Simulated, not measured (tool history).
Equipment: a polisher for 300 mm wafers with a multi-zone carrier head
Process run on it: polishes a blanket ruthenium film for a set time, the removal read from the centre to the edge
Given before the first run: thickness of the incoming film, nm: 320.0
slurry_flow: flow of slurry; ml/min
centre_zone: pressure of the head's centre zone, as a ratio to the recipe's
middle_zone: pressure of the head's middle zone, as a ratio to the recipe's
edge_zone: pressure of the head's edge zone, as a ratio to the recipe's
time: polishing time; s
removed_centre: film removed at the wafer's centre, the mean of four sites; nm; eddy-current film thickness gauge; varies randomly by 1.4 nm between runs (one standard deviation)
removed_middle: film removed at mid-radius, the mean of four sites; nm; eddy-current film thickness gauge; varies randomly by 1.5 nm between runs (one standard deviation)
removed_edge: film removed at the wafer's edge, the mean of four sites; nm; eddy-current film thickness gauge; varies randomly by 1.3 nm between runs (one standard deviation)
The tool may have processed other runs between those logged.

| run | hour | slurry_flow | centre_zone | middle_zone | edge_zone | time | removed_centre | removed_middle | removed_edge |
|---|---|---|---|---|---|---|---|---|---|
| 1 | 0 | 165 | 1 | 1 | 1 | 42 | 91.339 | 92.896 | 92.271 |
| 2 | 4.9 | 165 | 1 | 1 | 1.07 | 42 | 91.145 | 89.139 | 94.929 |
| 3 | 13.2 | 165 | 1 | 1.05 | 1.07 | 42 | 91.903 | 93.402 | 97.003 |
| 4 | 21.2 | 175 | 1.02 | 1.07 | 1.06 | 42 | 95.689 | 95.104 | 95.272 |
| 5 | 28.7 | 180 | 1.03 | 1.09 | 1.06 | 43 | 96.613 | 99.13 | 99.023 |
| 6 | 37 | 185 | 1.05 | 1.1 | 1.05 | 44 | 102.16 | 105.1 | 99.972 |
| 7 | 38.5 | 190 | 1.07 | 1.11 | 1.05 | 44 | 105.11 | 105.48 | 100.66 |

For run 8, what comes out?
| 8 | 42.9 | 195 | 1.08 | 1.12 | 1.05 | 44 | ? | ? | ? |

removed_centre: 103.87 nm
removed_middle: 104.36 nm
removed_edge: 101.73 nm
